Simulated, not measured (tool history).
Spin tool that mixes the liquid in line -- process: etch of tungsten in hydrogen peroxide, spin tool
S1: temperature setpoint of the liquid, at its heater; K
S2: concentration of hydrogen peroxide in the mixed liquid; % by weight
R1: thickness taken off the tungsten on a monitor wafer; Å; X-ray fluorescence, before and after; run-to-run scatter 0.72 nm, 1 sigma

Run 1, day 0.000: S1 325.15 K, S2 24.5 % by weight, time under the liquid (s) 55. Result: R1 536.20 Å.
Run 2, day 0.146: S1 326.15 K, S2 24.5 % by weight, time under the liquid (s) 55. Result: R1 574.33 Å.
Run 3, day 0.217: S1 327.15 K, S2 24.5 % by weight, time under the liquid (s) 55. Result: R1 606.88 Å.
Run 4, day 0.579: S1 327.15 K, S2 22.0 % by weight, time under the liquid (s) 55. Result: R1 585.82 Å.
Run 5, day 0.938: S1 327.15 K, S2 20.0 % by weight, time under the liquid (s) 55. Result: R1 549.50 Å.
Run 6, day 1.258: S1 328.15 K, S2 20.0 % by weight, time under the liquid (s) 55. Result: R1 589.51 Å.

Expected results for the next run?
Run 7, day 1.296: S1 328.65 K, S2 20.0 % by weight, time under the liquid (s) 55. Result: R1 ?.

R1: 603.88 Å
